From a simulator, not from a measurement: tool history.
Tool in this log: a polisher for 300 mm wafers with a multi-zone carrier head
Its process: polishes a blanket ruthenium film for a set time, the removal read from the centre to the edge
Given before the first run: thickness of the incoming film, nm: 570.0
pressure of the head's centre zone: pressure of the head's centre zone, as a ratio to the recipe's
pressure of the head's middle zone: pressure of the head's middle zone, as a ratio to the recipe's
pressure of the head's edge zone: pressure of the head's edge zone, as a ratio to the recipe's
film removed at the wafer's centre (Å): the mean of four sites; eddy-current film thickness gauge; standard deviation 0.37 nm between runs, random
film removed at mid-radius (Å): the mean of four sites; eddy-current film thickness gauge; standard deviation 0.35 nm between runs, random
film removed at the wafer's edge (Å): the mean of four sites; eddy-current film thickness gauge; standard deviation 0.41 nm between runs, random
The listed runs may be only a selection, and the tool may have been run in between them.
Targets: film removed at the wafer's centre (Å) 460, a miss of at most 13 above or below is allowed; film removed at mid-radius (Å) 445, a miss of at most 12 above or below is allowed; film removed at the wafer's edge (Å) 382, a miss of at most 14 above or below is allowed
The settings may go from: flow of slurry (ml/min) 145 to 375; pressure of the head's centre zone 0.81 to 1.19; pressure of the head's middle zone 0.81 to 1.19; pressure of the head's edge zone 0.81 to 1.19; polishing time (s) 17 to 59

| run | hour | flow of slurry (ml/min) | pressure of the head's centre zone | pressure of the head's middle zone | pressure of the head's edge zone | polishing time (s) | film removed at the wafer's centre (Å) | film removed at mid-radius (Å) | film removed at the wafer's edge (Å) |
|---|---|---|---|---|---|---|---|---|---|
| 1 | 0 | 240 | 1 | 1 | 1 | 38 | 582.8 | 584.55 | 578.2 |
| 2 | 5.4 | 250 | 1.02 | 1.01 | 0.95 | 34 | 533.82 | 533.59 | 513.15 |
| 3 | 14 | 250 | 1.02 | 0.93 | 0.95 | 34 | 525.12 | 506.52 | 524.03 |
| 4 | 21.9 | 250 | 1.02 | 1.01 | 0.95 | 34 | 535.28 | 536.91 | 505.38 |
| 5 | 29.2 | 190 | 1.02 | 1.01 | 0.95 | 34 | 513.06 | 512.87 | 488.55 |
| 6 | 30.2 | 180 | 1.04 | 1.02 | 0.92 | 32 | 481 | 476.64 | 460.51 |
| 7 | 34.8 | 180 | 1.07 | 1.06 | 0.89 | 31 | 481.56 | 479.72 | 429.39 |
| 8 | 43.3 | 170 | 1.1 | 1.05 | 0.81 | 28 | 444.39 | 430.17 | 379.94 |

Exercise: of the 4 proposed moves below, exactly one satisfies all targets within the stated allowed misses. Which move is it?
| A | 51.8 | 160 | 1.12 | 1.16 | 0.81 | 29 | ? | ? | ? |
| B | 51.8 | 170 | 1.08 | 1.04 | 0.84 | 27 | ? | ? | ? |
| C | 51.8 | 270 | 1.11 | 1.07 | 0.84 | 27 | ? | ? | ? |
| D | 51.8 | 165 | 1.07 | 0.94 | 0.87 | 30 | ? | ? | ? |

| move | film removed at the wafer's centre (Å) | film removed at mid-radius (Å) | film removed at the wafer's edge (Å) |
|---|---|---|---|
| A | 464.78 | 476.29 | 386.24 |
| B | 421.68 | 413.09 | 368.65 |
| C | 464.42 | 448.71 | 385.94 |
| D | 461.3 | 424.47 | 415.07 |
A: the result that was furthest off in the last run now lies on the other side of its target
B: further off than the last run
C: all results land within tolerance of their targets
D: further off than the last run
So the answer is move C, the one that meets all the targets.

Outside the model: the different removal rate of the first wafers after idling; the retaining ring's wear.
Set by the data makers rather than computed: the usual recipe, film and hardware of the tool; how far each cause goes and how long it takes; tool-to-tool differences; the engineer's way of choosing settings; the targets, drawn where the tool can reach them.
